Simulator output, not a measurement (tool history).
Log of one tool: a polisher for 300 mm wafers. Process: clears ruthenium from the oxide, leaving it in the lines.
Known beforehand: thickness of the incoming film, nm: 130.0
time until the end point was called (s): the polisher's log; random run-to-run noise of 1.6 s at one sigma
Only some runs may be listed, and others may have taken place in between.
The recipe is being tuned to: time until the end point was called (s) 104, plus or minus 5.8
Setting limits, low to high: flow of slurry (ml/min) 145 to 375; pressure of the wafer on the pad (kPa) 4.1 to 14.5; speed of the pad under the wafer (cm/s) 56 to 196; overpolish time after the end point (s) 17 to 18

| run | day | flow of slurry (ml/min) | pressure of the wafer on the pad (kPa) | speed of the pad under the wafer (cm/s) | overpolish time after the end point (s) | time until the end point was called (s) |
|---|---|---|---|---|---|---|
| 1 | 0 | 240 | 9 | 126 | 17 | 141.96 |
| 2 | 0.279 | 240 | 9.7 | 126 | 17 | 129.81 |
| 3 | 0.567 | 240 | 11.7 | 126 | 17 | 112.86 |
| 4 | 0.679 | 240 | 11.7 | 98 | 17 | 146.62 |
| 5 | 0.962 | 240 | 12.4 | 102 | 17 | 132.52 |
| 6 | 1.246 | 240 | 13.1 | 104 | 17 | 122.88 |
| 7 | 1.533 | 240 | 13.1 | 104 | 17 | 122.67 |
| 8 | 1.725 | 240 | 13.8 | 106 | 17 | 114.62 |
| 9 | 1.942 | 240 | 13.8 | 108 | 17 | 114.11 |

Which single option among these 4 for the next run brings every result within its allowed miss of target? Just one does.
| A | 2.158 | 305 | 12.4 | 102 | 17 | ? |
| B | 2.158 | 255 | 14.5 | 98 | 18 | ? |
| C | 2.158 | 230 | 13.1 | 106 | 17 | ? |
| D | 2.158 | 220 | 13.8 | 122 | 17 | ? |

| move | time until the end point was called (s) |
|---|---|
| A | 133.52 |
| B | 123.6 |
| C | 126.61 |
| D | 106.32 |
A: moves away from the targets compared with the last run
B: moves away from the targets compared with the last run
C: moves away from the targets compared with the last run
D: all results in spec
D is the move that brings every result within its allowed miss.

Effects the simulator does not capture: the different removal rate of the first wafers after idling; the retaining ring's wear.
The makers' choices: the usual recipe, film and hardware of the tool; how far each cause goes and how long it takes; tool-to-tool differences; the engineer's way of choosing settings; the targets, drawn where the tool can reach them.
